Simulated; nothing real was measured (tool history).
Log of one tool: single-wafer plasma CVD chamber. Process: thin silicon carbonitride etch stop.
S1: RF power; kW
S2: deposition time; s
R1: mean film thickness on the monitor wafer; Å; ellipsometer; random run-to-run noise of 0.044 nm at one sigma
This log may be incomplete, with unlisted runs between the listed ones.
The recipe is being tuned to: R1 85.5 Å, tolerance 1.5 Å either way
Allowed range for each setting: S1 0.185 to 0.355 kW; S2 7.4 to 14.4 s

| run | hour | S1 | S2 | R1 |
|---|---|---|---|---|
| 1 | 0 | 0.27 | 10.9 | 68.646 |
| 2 | 5.3 | 0.28 | 11.2 | 72.449 |
| 3 | 7.1 | 0.25 | 11.2 | 70.263 |
| 4 | 13.6 | 0.28 | 11.2 | 72.16 |
| 5 | 17.3 | 0.29 | 11.4 | 73.56 |
| 6 | 25.2 | 0.29 | 10.3 | 65.795 |
| 7 | 27.8 | 0.295 | 10.7 | 69.718 |
| 8 | 32.7 | 0.305 | 11 | 71.735 |

Which single option among these 4 for the next run brings every result within its allowed miss of target? Just one does.
| A | 37.6 | 0.315 | 12.2 | ? |
| B | 37.6 | 0.29 | 13.2 | ? |
| C | 37.6 | 0.285 | 9.5 | ? |
| D | 37.6 | 0.325 | 13.5 | ? |

| move | R1 |
|---|---|
| A | 80.348 |
| B | 85.142 |
| C | 61.011 |
| D | 89.619 |
A: an improvement on the last run, though not all results are within tolerance
B: all results land within tolerance of their targets
C: the biggest miss grows against the last run
D: takes the result that was furthest off past its target
B meets every target.

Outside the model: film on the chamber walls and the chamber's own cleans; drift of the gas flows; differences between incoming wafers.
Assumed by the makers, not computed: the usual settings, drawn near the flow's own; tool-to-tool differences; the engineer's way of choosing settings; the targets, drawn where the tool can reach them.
